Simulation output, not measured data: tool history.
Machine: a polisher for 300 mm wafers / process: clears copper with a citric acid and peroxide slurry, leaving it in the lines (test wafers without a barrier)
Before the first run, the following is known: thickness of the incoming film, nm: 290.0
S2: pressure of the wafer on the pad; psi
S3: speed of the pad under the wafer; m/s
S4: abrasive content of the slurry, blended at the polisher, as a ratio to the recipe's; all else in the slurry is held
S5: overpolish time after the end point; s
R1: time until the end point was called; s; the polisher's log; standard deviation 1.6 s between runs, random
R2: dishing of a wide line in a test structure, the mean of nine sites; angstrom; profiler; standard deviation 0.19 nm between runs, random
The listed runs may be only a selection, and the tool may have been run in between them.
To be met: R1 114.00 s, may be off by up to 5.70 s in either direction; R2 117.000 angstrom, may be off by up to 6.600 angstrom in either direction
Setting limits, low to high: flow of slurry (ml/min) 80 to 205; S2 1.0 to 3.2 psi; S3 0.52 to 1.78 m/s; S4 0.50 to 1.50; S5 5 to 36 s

{"run": 1, "hour": 0.0, "flow of slurry (ml/min)": 135, "S2": 2.1, "S3": 1.14, "S4": 1.0, "S5": 18, "R1": 139.24, "R2": 203.56}
{"run": 2, "hour": 6.1, "flow of slurry (ml/min)": 135, "S2": 2.1, "S3": 1.14, "S4": 1.15, "S5": 18, "R1": 136.31, "R2": 205.45}
{"run": 3, "hour": 13.4, "flow of slurry (ml/min)": 150, "S2": 2.1, "S3": 1.14, "S4": 1.15, "S5": 18, "R1": 137.41, "R2": 208.65}
{"run": 4, "hour": 22.2, "flow of slurry (ml/min)": 145, "S2": 2.1, "S3": 1.16, "S4": 1.1, "S5": 17, "R1": 132.72, "R2": 194.52}
{"run": 5, "hour": 24.5, "flow of slurry (ml/min)": 145, "S2": 2.3, "S3": 1.16, "S4": 1.1, "S5": 17, "R1": 122.69, "R2": 209.56}
{"run": 6, "hour": 31.9, "flow of slurry (ml/min)": 145, "S2": 2.5, "S3": 1.16, "S4": 1.1, "S5": 17, "R1": 114.9, "R2": 220.51}
{"run": 7, "hour": 35.9, "flow of slurry (ml/min)": 140, "S2": 2.4, "S3": 1.2, "S4": 1.05, "S5": 16, "R1": 113.34, "R2": 214.8}
{"run": 8, "hour": 42.5, "flow of slurry (ml/min)": 145, "S2": 2.3, "S3": 1.22, "S4": 1.05, "S5": 15, "R1": 116.11, "R2": 193.02}
{"run": 9, "hour": 47.2, "flow of slurry (ml/min)": 145, "S2": 2.3, "S3": 1.22, "S4": 1.05, "S5": 14, "R1": 114.21, "R2": 190.78}
{"run": 10, "hour": 49.8, "flow of slurry (ml/min)": 150, "S2": 2.2, "S3": 1.24, "S4": 1.0, "S5": 13, "R1": 119.2, "R2": 179.72}
{"run": 11, "hour": 54.9, "flow of slurry (ml/min)": 145, "S2": 2.1, "S3": 1.28, "S4": 1.0, "S5": 12, "R1": 121.45, "R2": 161.64}
{"run": 12, "hour": 56.2, "flow of slurry (ml/min)": 110, "S2": 2.1, "S3": 1.46, "S4": 0.95, "S5": 5, "R1": 113.61, "R2": 89.223}
{"run": 13, "hour": 63.4, "flow of slurry (ml/min)": 115, "S2": 2.1, "S3": 1.46, "S4": 0.95, "S5": 5, "R1": 112.15, "R2": 88.05}
{"run": 14, "hour": 71.2, "flow of slurry (ml/min)": 105, "S2": 2.1, "S3": 1.46, "S4": 0.95, "S5": 14, "R1": 114.55, "R2": 189.73}
{"run": 15, "hour": 73.9, "flow of slurry (ml/min)": 110, "S2": 2.1, "S3": 1.46, "S4": 0.95, "S5": 13, "R1": 114.87, "R2": 178.83}
{"run": 16, "hour": 77.9, "flow of slurry (ml/min)": 110, "S2": 2.1, "S3": 1.44, "S4": 1.0, "S5": 13, "R1": 117.59, "R2": 177.94}
{"run": 17, "hour": 84.2, "flow of slurry (ml/min)": 115, "S2": 2.1, "S3": 1.42, "S4": 1.0, "S5": 13, "R1": 116.98, "R2": 179.52}
{"run": 18, "hour": 91.9, "flow of slurry (ml/min)": 115, "S2": 2.1, "S3": 1.4, "S4": 1.0, "S5": 13, "R1": 118.3, "R2": 181.41}
{"run": 19, "hour": 93.8, "flow of slurry (ml/min)": 120, "S2": 2.1, "S3": 1.38, "S4": 1.0, "S5": 13, "R1": 118.36, "R2": 182.19}
{"run": 20, "hour": 102.0, "flow of slurry (ml/min)": 120, "S2": 2.1, "S3": 1.36, "S4": 1.0, "S5": 13, "R1": 123.6, "R2": 178.23}
{"run": 21, "hour": 104.2, "flow of slurry (ml/min)": 120, "S2": 2.1, "S3": 1.34, "S4": 1.0, "S5": 13, "R1": 116.76, "R2": 174.41}
{"run": 22, "hour": 106.6, "flow of slurry (ml/min)": 120, "S2": 2.1, "S3": 1.3, "S4": 1.0, "S5": 13, "R1": 126.8, "R2": 173.99}
{"run": 23, "hour": 112.3, "flow of slurry (ml/min)": 125, "S2": 2.1, "S3": 1.3, "S4": 1.05, "S5": 13, "R1": 118.99, "R2": 176.97}
{"run": 24, "hour": 120.2, "flow of slurry (ml/min)": 125, "S2": 2.1, "S3": 1.28, "S4": 1.05, "S5": 12, "R1": 123.11, "R2": 159.89}
{"run": 25, "hour": 122.3, "flow of slurry (ml/min)": 125, "S2": 2.2, "S3": 1.24, "S4": 1.0, "S5": 9, "R1": 125.78, "R2": 131.77}
{"run": 26, "hour": 123.4, "flow of slurry (ml/min)": 135, "S2": 2.2, "S3": 1.26, "S4": 1.05, "S5": 8, "R1": 119.51, "R2": 124.62}
{"run": 27, "hour": 131.4, "flow of slurry (ml/min)": 150, "S2": 2.2, "S3": 1.26, "S4": 1.1, "S5": 6, "R1": 116.61, "R2": 102.57}
{"run": 28, "hour": 135.4, "flow of slurry (ml/min)": 130, "S2": 2.3, "S3": 1.26, "S4": 1.05, "S5": 6, "R1": 114.67, "R2": 102.96}

Which single option among these 4 for the next run brings every result within its allowed miss of target? Just one does.
{"run": "A", "hour": 139.4, "flow of slurry (ml/min)": 125, "S2": 2.3, "S3": 1.24, "S4": 1.2, "S5": 5, "R1": "?", "R2": "?"}
{"run": "B", "hour": 139.4, "flow of slurry (ml/min)": 160, "S2": 2.2, "S3": 1.24, "S4": 1.3, "S5": 7, "R1": "?", "R2": "?"}
{"run": "C", "hour": 139.4, "flow of slurry (ml/min)": 110, "S2": 2.6, "S3": 1.14, "S4": 1.2, "S5": 6, "R1": "?", "R2": "?"}
{"run": "D", "hour": 139.4, "flow of slurry (ml/min)": 145, "S2": 2.1, "S3": 1.36, "S4": 1.0, "S5": 6, "R1": "?", "R2": "?"}

move=A R1=113.59 R2=88.053
move=B R1=111.64 R2=118.360
move=C R1=112.88 R2=103.600
move=D R1=112.67 R2=103.350
A: lands further from the targets than the last run did
B: meets every target
C: about as far from the targets as the last run
D: about as far from the targets as the last run
Correct choice: B, which meets every target
